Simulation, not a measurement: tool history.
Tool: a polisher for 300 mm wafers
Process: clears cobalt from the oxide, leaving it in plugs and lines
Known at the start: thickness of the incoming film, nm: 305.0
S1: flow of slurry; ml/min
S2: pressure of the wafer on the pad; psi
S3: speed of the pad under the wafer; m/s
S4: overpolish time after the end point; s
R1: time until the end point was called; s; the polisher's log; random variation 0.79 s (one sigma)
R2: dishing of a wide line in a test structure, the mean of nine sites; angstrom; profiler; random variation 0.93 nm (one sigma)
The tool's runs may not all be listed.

run  hour   S1   S2    S3  S4      R1      R2
  1   0.0  220  1.5  0.80  25  138.26  438.33
  2   2.0  225  1.6  0.80  23  132.51  417.40
  3   6.6  245  1.6  0.80  23  131.14  432.26
  4   7.3  245  1.7  0.80  22  126.56  438.88
  5  12.0  245  1.7  0.60  22  160.93  367.27
  6  19.5  245  1.8  0.64  21  146.85  374.86
  7  27.7  245  1.9  0.68  20  133.87  404.31
  8  31.6  245  1.9  0.68  20  135.46  388.68
  9  39.9  245  2.0  0.72  19  125.15  386.29
 10  42.7  250  2.1  0.74  19  118.93  421.49

The next listed run, before its measurement:
 11  46.9  250  2.1  0.76  18   ?   ?

Run 11 gave R1 114.16 s, R2 405.98 angstrom.
